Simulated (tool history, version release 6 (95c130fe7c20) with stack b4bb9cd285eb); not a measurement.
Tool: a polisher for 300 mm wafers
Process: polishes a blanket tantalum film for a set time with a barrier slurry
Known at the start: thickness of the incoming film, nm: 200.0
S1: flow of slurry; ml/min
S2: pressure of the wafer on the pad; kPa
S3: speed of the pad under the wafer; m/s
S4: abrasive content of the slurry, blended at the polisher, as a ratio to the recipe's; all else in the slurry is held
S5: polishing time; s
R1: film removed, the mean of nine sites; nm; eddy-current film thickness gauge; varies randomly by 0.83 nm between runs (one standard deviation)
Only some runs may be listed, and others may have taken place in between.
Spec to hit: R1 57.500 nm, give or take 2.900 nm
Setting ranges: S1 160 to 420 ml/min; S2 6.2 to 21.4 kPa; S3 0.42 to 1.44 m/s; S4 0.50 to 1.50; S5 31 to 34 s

run,hour,S1,S2,S3,S4,S5,R1
1,0.0,270,13.8,0.92,1.00,34,41.791
2,5.0,270,13.8,0.92,1.20,34,44.832
3,13.1,270,14.5,0.92,1.20,34,46.512
4,20.9,270,15.2,0.92,1.20,34,46.669
5,22.1,240,15.2,0.92,1.20,34,46.305
6,29.3,240,15.2,1.06,1.20,34,53.403
7,37.7,245,15.2,1.06,1.20,34,52.705
8,46.6,250,15.2,1.06,1.20,34,52.036

Which of these 5 next moves meets every target?
A,55.5,250,17.2,0.96,1.35,32,?
B,55.5,280,17.2,0.98,1.30,31,?
C,55.5,300,11.0,1.20,1.10,34,?
D,55.5,230,13.8,1.14,1.20,34,?
E,55.5,235,17.2,1.08,1.25,33,?

move,R1
A,49.540
B,49.348
C,48.963
D,52.017
E,55.789
A: lands further from the targets than the last run did
B: lands further from the targets than the last run did
C: lands further from the targets than the last run did
D: just as far off the targets as the last run
E: every result within its allowed miss
Answer: E

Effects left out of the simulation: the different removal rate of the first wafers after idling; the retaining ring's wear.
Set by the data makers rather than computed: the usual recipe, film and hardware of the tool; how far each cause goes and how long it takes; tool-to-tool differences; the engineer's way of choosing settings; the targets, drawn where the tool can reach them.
